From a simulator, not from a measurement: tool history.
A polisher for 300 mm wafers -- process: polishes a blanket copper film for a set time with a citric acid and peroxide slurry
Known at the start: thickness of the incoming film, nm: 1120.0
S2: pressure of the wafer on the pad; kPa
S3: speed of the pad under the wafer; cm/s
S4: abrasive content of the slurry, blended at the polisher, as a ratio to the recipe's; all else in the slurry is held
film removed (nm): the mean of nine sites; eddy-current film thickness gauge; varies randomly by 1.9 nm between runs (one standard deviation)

{"run": 1, "hour": 0.0, "flow of slurry (ml/min)": 240, "S2": 22.8, "S3": 110, "S4": 1.0, "polishing time (s)": 54, "film removed (nm)": 104.75}
{"run": 2, "hour": 7.7, "flow of slurry (ml/min)": 240, "S2": 26.9, "S3": 110, "S4": 1.0, "polishing time (s)": 54, "film removed (nm)": 123.0}
{"run": 3, "hour": 14.6, "flow of slurry (ml/min)": 240, "S2": 26.9, "S3": 110, "S4": 1.0, "polishing time (s)": 54, "film removed (nm)": 127.51}
{"run": 4, "hour": 19.0, "flow of slurry (ml/min)": 240, "S2": 21.4, "S3": 110, "S4": 1.0, "polishing time (s)": 54, "film removed (nm)": 100.91}
{"run": 5, "hour": 19.9, "flow of slurry (ml/min)": 240, "S2": 26.2, "S3": 112, "S4": 1.0, "polishing time (s)": 54, "film removed (nm)": 121.18}
{"hour": 23.6, "done": "worn pad replaced by a new one"}
{"run": 6, "hour": 23.6, "flow of slurry (ml/min)": 240, "S2": 29.0, "S3": 112, "S4": 1.0, "polishing time (s)": 54, "film removed (nm)": 153.58}

Run 7 has not been measured yet. What should we expect?
{"run": 7, "hour": 25.4, "flow of slurry (ml/min)": 240, "S2": 29.6, "S3": 112, "S4": 1.0, "polishing time (s)": 54, "film removed (nm)": "?"}

{"run 7": {"film removed (nm)": 158.24}}
